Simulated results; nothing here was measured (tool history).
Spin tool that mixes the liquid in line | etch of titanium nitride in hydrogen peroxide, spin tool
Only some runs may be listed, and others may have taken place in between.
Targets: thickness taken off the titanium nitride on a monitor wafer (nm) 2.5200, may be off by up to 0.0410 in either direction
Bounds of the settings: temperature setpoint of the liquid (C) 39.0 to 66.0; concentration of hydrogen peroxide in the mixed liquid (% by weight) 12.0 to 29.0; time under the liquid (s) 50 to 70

run  hour  temperature setpoint of the liquid (C)  concentration of hydrogen peroxide in the mixed liquid (% by weight)  time under the liquid (s)  thickness taken off the titanium nitride on a monitor wafer (nm)
  1   0.0                                    55.0                                                                  19.5                         70                                                            5.9690
  2   2.5                                    55.0                                                                  15.5                         70                                                            5.7116
  3  11.6                                    52.5                                                                  15.5                         70                                                            4.8059
  4  12.7                                    52.5                                                                  15.5                         70                                                            4.8117
  5  19.1                                    50.5                                                                  15.5                         70                                                            4.1664
  6  27.6                                    49.0                                                                  15.5                         70                                                            3.7237
  7  36.5                                    48.0                                                                  15.5                         70                                                            3.5001
  8  41.3                                    47.0                                                                  15.5                         70                                                            3.2436
  9  46.3                                    46.0                                                                  15.5                         70                                                            3.0069
 10  52.6                                    45.5                                                                  15.5                         70                                                            2.9011
 11  57.9                                    45.0                                                                  15.5                         70                                                            2.7877
 12  61.0                                    44.5                                                                  15.5                         70                                                            2.6988
 13  63.0                                    44.0                                                                  15.5                         70                                                            2.6089

Which of these 4 next moves meets every target?
  A  65.0                                    42.5                                                                  18.0                         70                                                                 ?
  B  65.0                                    43.0                                                                  18.5                         70                                                                 ?
  C  65.0                                    44.5                                                                  16.0                         70                                                                 ?
  D  65.0                                    44.0                                                                  16.0                         70                                                                 ?

move  thickness taken off the titanium nitride on a monitor wafer (nm)
   A                                                            2.4021
   B                                                            2.5080
   C                                                            2.7183
   D                                                            2.6196
A: the result that was furthest off in the last run now lies on the other side of its target
B: hits every target within its allowed miss
C: misses by more than the last run did
D: misses by more than the last run did
Answer: B
